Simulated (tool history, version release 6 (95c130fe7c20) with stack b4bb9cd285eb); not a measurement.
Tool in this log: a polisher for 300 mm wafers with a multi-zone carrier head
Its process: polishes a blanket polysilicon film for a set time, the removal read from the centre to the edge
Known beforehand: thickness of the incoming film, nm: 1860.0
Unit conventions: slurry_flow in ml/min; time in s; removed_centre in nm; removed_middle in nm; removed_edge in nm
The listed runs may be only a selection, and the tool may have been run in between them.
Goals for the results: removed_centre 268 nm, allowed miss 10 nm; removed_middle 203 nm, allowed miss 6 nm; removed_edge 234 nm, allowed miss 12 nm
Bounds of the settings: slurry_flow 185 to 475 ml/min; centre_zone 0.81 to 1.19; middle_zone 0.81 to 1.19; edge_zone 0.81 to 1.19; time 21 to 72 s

{"run": 1, "hour": 0.0, "slurry_flow": 305, "centre_zone": 1, "middle_zone": 1, "edge_zone": 1, "time": 46, "removed_centre": 316.93, "removed_middle": 310.4, "removed_edge": 328}
{"run": 2, "hour": 4.6, "slurry_flow": 305, "centre_zone": 1, "middle_zone": 1, "edge_zone": 0.96, "time": 46, "removed_centre": 310.59, "removed_middle": 313.53, "removed_edge": 316.75}
{"run": 3, "hour": 10.8, "slurry_flow": 305, "centre_zone": 1.02, "middle_zone": 0.97, "edge_zone": 0.95, "time": 44, "removed_centre": 311.71, "removed_middle": 290.62, "removed_edge": 289.85}
{"run": 4, "hour": 11.4, "slurry_flow": 300, "centre_zone": 1.02, "middle_zone": 0.95, "edge_zone": 0.96, "time": 43, "removed_centre": 308.48, "removed_middle": 279.65, "removed_edge": 290.48}
{"run": 5, "hour": 16.0, "slurry_flow": 375, "centre_zone": 1.02, "middle_zone": 0.95, "edge_zone": 0.96, "time": 43, "removed_centre": 313.47, "removed_middle": 282.15, "removed_edge": 294}
{"run": 6, "hour": 21.1, "slurry_flow": 375, "centre_zone": 0.94, "middle_zone": 0.95, "edge_zone": 0.96, "time": 43, "removed_centre": 286.52, "removed_middle": 289.39, "removed_edge": 299.78}
{"run": 7, "hour": 28.8, "slurry_flow": 375, "centre_zone": 0.95, "middle_zone": 0.93, "edge_zone": 0.96, "time": 42, "removed_centre": 279.54, "removed_middle": 277.28, "removed_edge": 277.14}
{"run": 8, "hour": 29.7, "slurry_flow": 375, "centre_zone": 0.96, "middle_zone": 0.91, "edge_zone": 0.98, "time": 41, "removed_centre": 274.43, "removed_middle": 262.17, "removed_edge": 281.16}
{"run": 9, "hour": 34.4, "slurry_flow": 375, "centre_zone": 0.97, "middle_zone": 0.9, "edge_zone": 0.98, "time": 40, "removed_centre": 276.87, "removed_middle": 252.42, "removed_edge": 281.13}
{"run": 10, "hour": 40.3, "slurry_flow": 375, "centre_zone": 0.98, "middle_zone": 0.89, "edge_zone": 0.97, "time": 39, "removed_centre": 270.16, "removed_middle": 246.16, "removed_edge": 270.86}
{"run": 11, "hour": 47.7, "slurry_flow": 375, "centre_zone": 0.99, "middle_zone": 0.88, "edge_zone": 0.96, "time": 38, "removed_centre": 262.91, "removed_middle": 236.71, "removed_edge": 261.98}
{"run": 12, "hour": 52.1, "slurry_flow": 375, "centre_zone": 1.01, "middle_zone": 0.87, "edge_zone": 0.95, "time": 38, "removed_centre": 273.75, "removed_middle": 233.68, "removed_edge": 261.16}
{"run": 13, "hour": 58.3, "slurry_flow": 375, "centre_zone": 1.02, "middle_zone": 0.86, "edge_zone": 0.94, "time": 38, "removed_centre": 278.68, "removed_middle": 233.01, "removed_edge": 254.61}
{"run": 14, "hour": 64.3, "slurry_flow": 375, "centre_zone": 1.02, "middle_zone": 0.86, "edge_zone": 0.94, "time": 38, "removed_centre": 273.51, "removed_middle": 234.39, "removed_edge": 257.82}
{"run": 15, "hour": 67.5, "slurry_flow": 375, "centre_zone": 1.03, "middle_zone": 0.85, "edge_zone": 0.94, "time": 37, "removed_centre": 273.52, "removed_middle": 224.99, "removed_edge": 252.09}
{"run": 16, "hour": 68.2, "slurry_flow": 375, "centre_zone": 1.04, "middle_zone": 0.84, "edge_zone": 0.94, "time": 37, "removed_centre": 277.99, "removed_middle": 227.23, "removed_edge": 251.85}
{"run": 17, "hour": 74.3, "slurry_flow": 375, "centre_zone": 1.05, "middle_zone": 0.84, "edge_zone": 0.94, "time": 36, "removed_centre": 271.9, "removed_middle": 214.95, "removed_edge": 247.12}

Which one of the following 4 next-run settings gets every result inside its allowed miss? There is exactly one.
{"run": "A", "hour": 80.4, "slurry_flow": 355, "centre_zone": 1.11, "middle_zone": 0.83, "edge_zone": 0.95, "time": 34, "removed_centre": "?", "removed_middle": "?", "removed_edge": "?"}
{"run": "B", "hour": 80.4, "slurry_flow": 355, "centre_zone": 1.07, "middle_zone": 0.83, "edge_zone": 0.99, "time": 37, "removed_centre": "?", "removed_middle": "?", "removed_edge": "?"}
{"run": "C", "hour": 80.4, "slurry_flow": 475, "centre_zone": 1.1, "middle_zone": 0.89, "edge_zone": 0.9, "time": 30, "removed_centre": "?", "removed_middle": "?", "removed_edge": "?"}
{"run": "D", "hour": 80.4, "slurry_flow": 465, "centre_zone": 1.17, "middle_zone": 0.83, "edge_zone": 0.95, "time": 34, "removed_centre": "?", "removed_middle": "?", "removed_edge": "?"}

move=A removed_centre=263.82 removed_middle=199.96 removed_edge=234.08
move=B removed_centre=276.68 removed_middle=217.64 removed_edge=259.78
move=C removed_centre=236.38 removed_middle=191.01 removed_edge=204.69
move=D removed_centre=284.52 removed_middle=204.03 removed_edge=237.82
A: in spec on every target
B: its largest miss is bigger than the last run's
C: the result that was furthest off in the last run now lies on the other side of its target
D: the worst result of the last run now meets its target, but another is out of spec
Go with A: it meets all targets.
